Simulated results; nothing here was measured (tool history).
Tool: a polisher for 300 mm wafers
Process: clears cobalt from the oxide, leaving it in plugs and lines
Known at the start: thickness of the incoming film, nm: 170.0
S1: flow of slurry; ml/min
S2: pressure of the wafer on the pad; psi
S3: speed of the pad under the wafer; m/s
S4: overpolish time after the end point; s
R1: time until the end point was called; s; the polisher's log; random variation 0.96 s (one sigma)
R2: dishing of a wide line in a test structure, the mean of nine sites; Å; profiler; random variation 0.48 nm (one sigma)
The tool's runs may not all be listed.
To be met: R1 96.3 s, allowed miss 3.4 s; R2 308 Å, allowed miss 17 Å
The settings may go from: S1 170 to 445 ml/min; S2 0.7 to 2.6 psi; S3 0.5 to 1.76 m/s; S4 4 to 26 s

run    day   S1   S2    S3  S4      R1      R2
  1      0  285  1.6  1.12  13  44.149  355.51
  2  0.325  285  1.4  1.06  15  52.981   353.5
  3  0.638  285  1.2  1.02  16  62.714  321.52
  4  0.808  285  1.1     1  17  67.378  312.26
  5  1.012  240  1.1     1  17   69.79  321.71
  6  1.062  230    1  0.98  18  76.447  307.67
  7  1.425  225  0.9  0.98  19  83.652  291.18
  8  1.646  215  0.7  0.96  24  106.11  294.84

Which of these 4 next moves meets every target?
  A  1.867  195  0.7  0.86  26   ?   ?
  B  1.867  275    1  0.76  23   ?   ?
  C  1.867  195  0.7  0.88  26   ?   ?
  D  1.867  225  0.7   0.8  25   ?   ?

move      R1      R2
   A  120.78   278.2
   B  97.057   298.2
   C  118.14  282.79
   D  126.73  260.46
A: further off than the last run
B: meets every target
C: further off than the last run
D: further off than the last run
The right move is B.
